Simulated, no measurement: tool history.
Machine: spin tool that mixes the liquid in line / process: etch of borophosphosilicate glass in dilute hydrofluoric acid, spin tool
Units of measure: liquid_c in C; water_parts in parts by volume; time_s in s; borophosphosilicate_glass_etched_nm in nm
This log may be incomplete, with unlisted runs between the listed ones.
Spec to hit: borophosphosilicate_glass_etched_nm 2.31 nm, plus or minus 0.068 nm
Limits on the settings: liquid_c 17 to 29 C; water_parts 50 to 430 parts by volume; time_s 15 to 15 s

run,hour,liquid_c,water_parts,time_s,borophosphosilicate_glass_etched_nm
1,0,21,240,15,1.7136
2,3,21,240,15,1.6905
3,8.1,21,240,15,1.71
4,13,21,240,15,1.714
5,17.4,22,240,15,1.7689
6,22.1,22,240,15,1.772
7,28.6,23,240,15,1.8545
8,29.7,24,240,15,1.9074
9,36.2,25,240,15,1.9592
10,42.9,25.5,240,15,1.9843
11,43.8,26,240,15,2.0588
12,52.3,26.5,240,15,2.0943

Pick the move, out of 5, that brings all results within their allowed miss; only one does.
A,60.8,29,225,15,?
B,60.8,26,220,15,?
C,60.8,25,235,15,?
D,60.8,26.5,260,15,?
E,60.8,27.5,245,15,?

move,borophosphosilicate_glass_etched_nm
A,2.4755
B,2.2924
C,2.0376
D,1.8904
E,2.1106
A: the result that was furthest off in the last run now lies on the other side of its target
B: each result inside its tolerance
C: the biggest miss grows against the last run
D: the biggest miss grows against the last run
E: moves toward the targets from the last run without getting all of them in spec
Go with B: it meets all targets.
